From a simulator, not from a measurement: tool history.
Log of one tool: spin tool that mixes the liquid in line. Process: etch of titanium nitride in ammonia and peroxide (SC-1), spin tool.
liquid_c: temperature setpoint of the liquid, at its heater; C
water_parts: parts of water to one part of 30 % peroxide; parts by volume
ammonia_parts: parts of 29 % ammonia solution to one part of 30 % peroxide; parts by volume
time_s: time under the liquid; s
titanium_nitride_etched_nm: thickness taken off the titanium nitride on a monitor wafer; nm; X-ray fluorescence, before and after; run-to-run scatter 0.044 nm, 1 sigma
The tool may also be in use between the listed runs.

run 1 hour=0.0 | liquid_c=47.0 water_parts=9.5 ammonia_parts=0.75 time_s=35 | titanium_nitride_etched_nm=2.6727
run 2 hour=7.0 | liquid_c=53.0 water_parts=9.5 ammonia_parts=0.75 time_s=35 | titanium_nitride_etched_nm=4.0453
run 3 hour=15.4 | liquid_c=53.5 water_parts=9.5 ammonia_parts=0.75 time_s=35 | titanium_nitride_etched_nm=4.2605
run 4 hour=16.4 | liquid_c=53.5 water_parts=6.5 ammonia_parts=0.75 time_s=35 | titanium_nitride_etched_nm=5.0079
run 5 hour=22.6 | liquid_c=53.5 water_parts=6.5 ammonia_parts=0.75 time_s=35 | titanium_nitride_etched_nm=5.0310
run 6 hour=25.1 | liquid_c=59.5 water_parts=6.5 ammonia_parts=0.75 time_s=35 | titanium_nitride_etched_nm=7.6054

What does the tool deliver on the next run?
run 7 hour=30.6 | liquid_c=59.5 water_parts=6.5 ammonia_parts=0.75 time_s=35 | titanium_nitride_etched_nm=?

Logged for run 7: titanium_nitride_etched_nm 7.5671 nm.
